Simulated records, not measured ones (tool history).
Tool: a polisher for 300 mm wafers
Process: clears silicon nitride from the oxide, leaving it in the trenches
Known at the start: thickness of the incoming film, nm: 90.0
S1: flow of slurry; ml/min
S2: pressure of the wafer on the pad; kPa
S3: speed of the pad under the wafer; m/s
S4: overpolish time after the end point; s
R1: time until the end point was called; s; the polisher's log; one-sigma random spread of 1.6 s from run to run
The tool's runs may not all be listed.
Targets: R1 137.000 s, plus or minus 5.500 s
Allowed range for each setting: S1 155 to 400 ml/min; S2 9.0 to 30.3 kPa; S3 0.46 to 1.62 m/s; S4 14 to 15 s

{"run": 1, "hour": 0.0, "S1": 255, "S2": 19.3, "S3": 1.04, "S4": 14, "R1": 108.31}
{"run": 2, "hour": 3.1, "S1": 255, "S2": 23.4, "S3": 1.04, "S4": 14, "R1": 88.388}
{"run": 3, "hour": 9.9, "S1": 255, "S2": 22.1, "S3": 1.04, "S4": 14, "R1": 94.926}
{"run": 4, "hour": 14.7, "S1": 255, "S2": 20.7, "S3": 1.04, "S4": 14, "R1": 100.36}
{"run": 5, "hour": 21.3, "S1": 255, "S2": 19.3, "S3": 1.04, "S4": 14, "R1": 111.66}
{"run": 6, "hour": 28.4, "S1": 255, "S2": 19.3, "S3": 1.04, "S4": 14, "R1": 109.45}
{"run": 7, "hour": 33.5, "S1": 255, "S2": 18.6, "S3": 1.04, "S4": 14, "R1": 114.57}
{"run": 8, "hour": 42.2, "S1": 255, "S2": 17.9, "S3": 1.04, "S4": 14, "R1": 118.14}
{"run": 9, "hour": 46.2, "S1": 255, "S2": 17.2, "S3": 1.04, "S4": 14, "R1": 121.59}
{"run": 10, "hour": 54.5, "S1": 255, "S2": 16.5, "S3": 1.04, "S4": 14, "R1": 126.23}
{"run": 11, "hour": 59.5, "S1": 255, "S2": 15.9, "S3": 1.04, "S4": 14, "R1": 131.06}

4 candidate next runs follow, results not yet known. Just one meets every target within its allowed miss. Identify it.
{"run": "A", "hour": 64.5, "S1": 260, "S2": 15.2, "S3": 0.94, "S4": 14, "R1": "?"}
{"run": "B", "hour": 64.5, "S1": 285, "S2": 13.8, "S3": 1.18, "S4": 15, "R1": "?"}
{"run": "C", "hour": 64.5, "S1": 215, "S2": 16.5, "S3": 1.1, "S4": 14, "R1": "?"}
{"run": "D", "hour": 64.5, "S1": 240, "S2": 13.8, "S3": 1.08, "S4": 14, "R1": "?"}

move=A R1=150.920
move=B R1=139.620
move=C R1=126.870
move=D R1=151.120
A: takes the result that was furthest off past its target
B: all results land within tolerance of their targets
C: misses by more than the last run did
D: takes the result that was furthest off past its target
Answer: B
